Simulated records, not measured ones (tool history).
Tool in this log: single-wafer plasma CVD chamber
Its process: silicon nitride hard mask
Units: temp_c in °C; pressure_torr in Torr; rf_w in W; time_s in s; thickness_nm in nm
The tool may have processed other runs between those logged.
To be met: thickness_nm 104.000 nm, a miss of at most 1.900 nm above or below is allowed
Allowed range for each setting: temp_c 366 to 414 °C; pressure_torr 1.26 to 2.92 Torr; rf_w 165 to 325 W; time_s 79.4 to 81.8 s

run 1 hour=0.0 | temp_c=390 pressure_torr=2.09 rf_w=245 time_s=79.4 | thickness_nm=86.637
run 2 hour=0.7 | temp_c=390 pressure_torr=2.09 rf_w=245 time_s=79.4 | thickness_nm=87.071
run 3 hour=9.4 | temp_c=390 pressure_torr=1.76 rf_w=245 time_s=79.4 | thickness_nm=82.912
run 4 hour=16.9 | temp_c=390 pressure_torr=1.97 rf_w=255 time_s=79.5 | thickness_nm=87.648
run 5 hour=25.4 | temp_c=395 pressure_torr=1.97 rf_w=255 time_s=79.5 | thickness_nm=87.691
run 6 hour=27.5 | temp_c=402 pressure_torr=1.97 rf_w=255 time_s=79.5 | thickness_nm=87.237
run 7 hour=28.8 | temp_c=402 pressure_torr=1.97 rf_w=255 time_s=79.5 | thickness_nm=87.505
run 8 hour=30.9 | temp_c=402 pressure_torr=2.14 rf_w=260 time_s=79.6 | thickness_nm=91.451
run 9 hour=31.4 | temp_c=402 pressure_torr=2.56 rf_w=275 time_s=79.7 | thickness_nm=99.180
run 10 hour=36.2 | temp_c=402 pressure_torr=2.62 rf_w=275 time_s=79.7 | thickness_nm=98.857
run 11 hour=37.6 | temp_c=402 pressure_torr=2.66 rf_w=280 time_s=79.7 | thickness_nm=100.520
run 12 hour=39.0 | temp_c=402 pressure_torr=2.66 rf_w=280 time_s=79.7 | thickness_nm=100.430
run 13 hour=41.7 | temp_c=402 pressure_torr=2.69 rf_w=280 time_s=79.7 | thickness_nm=100.260
run 14 hour=45.0 | temp_c=402 pressure_torr=2.72 rf_w=280 time_s=79.7 | thickness_nm=100.960
run 15 hour=49.9 | temp_c=402 pressure_torr=2.74 rf_w=280 time_s=79.7 | thickness_nm=100.560
run 16 hour=57.5 | temp_c=402 pressure_torr=2.75 rf_w=280 time_s=79.7 | thickness_nm=101.200
run 17 hour=61.8 | temp_c=402 pressure_torr=2.77 rf_w=280 time_s=79.7 | thickness_nm=101.420

Of the 4 settings listed for the next run, only one would bring every result within its allowed miss of target. Which one?
run A hour=66.1 | temp_c=398 pressure_torr=2.86 rf_w=255 time_s=81.8 | thickness_nm=?
run B hour=66.1 | temp_c=403 pressure_torr=2.76 rf_w=300 time_s=81.5 | thickness_nm=?
run C hour=66.1 | temp_c=398 pressure_torr=2.71 rf_w=275 time_s=80.4 | thickness_nm=?
run D hour=66.1 | temp_c=404 pressure_torr=2.92 rf_w=280 time_s=80.2 | thickness_nm=?

move=A thickness_nm=99.025
move=B thickness_nm=108.970
move=C thickness_nm=101.330
move=D thickness_nm=103.640
A: the biggest miss grows against the last run
B: takes the result that was furthest off past its target
C: roughly where the last run was
D: each result inside its tolerance
D meets every target.
